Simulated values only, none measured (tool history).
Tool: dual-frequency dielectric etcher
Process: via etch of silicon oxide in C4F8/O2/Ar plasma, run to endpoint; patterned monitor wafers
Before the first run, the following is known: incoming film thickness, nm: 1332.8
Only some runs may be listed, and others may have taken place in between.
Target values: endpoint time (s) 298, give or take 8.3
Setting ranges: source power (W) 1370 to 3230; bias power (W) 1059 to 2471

run	hour	source power (W)	bias power (W)	endpoint time (s)
1	0	2300	1765	245.99
2	5.1	2050	1669	262.06
3	8.1	1880	1622	274.8
4	16.6	2100	1622	263.14
# hour 21.9: wet clean of the chamber
5	21.9	1940	1582	282.9
6	25.1	1940	1853	268.35
7	33.6	1830	1831	274.57
8	35	1830	1831	274.64
9	42.5	1740	1812	281.2
10	46.6	1670	1798	286.74

Of the 5 settings listed for the next run, only one would bring every result within its allowed miss of target. Which one?
A	50.7	1870	1857	?
B	50.7	1770	1843	?
C	50.7	1470	1884	?
D	50.7	1500	2159	?
E	50.7	1840	1740	?

move	endpoint time (s)
A	272.42
B	279.41
C	298.52
D	280.09
E	281.55
A: the biggest miss grows against the last run
B: the biggest miss grows against the last run
C: every result lands within tolerance
D: the biggest miss grows against the last run
E: the biggest miss grows against the last run
Correct choice: C, which meets every target

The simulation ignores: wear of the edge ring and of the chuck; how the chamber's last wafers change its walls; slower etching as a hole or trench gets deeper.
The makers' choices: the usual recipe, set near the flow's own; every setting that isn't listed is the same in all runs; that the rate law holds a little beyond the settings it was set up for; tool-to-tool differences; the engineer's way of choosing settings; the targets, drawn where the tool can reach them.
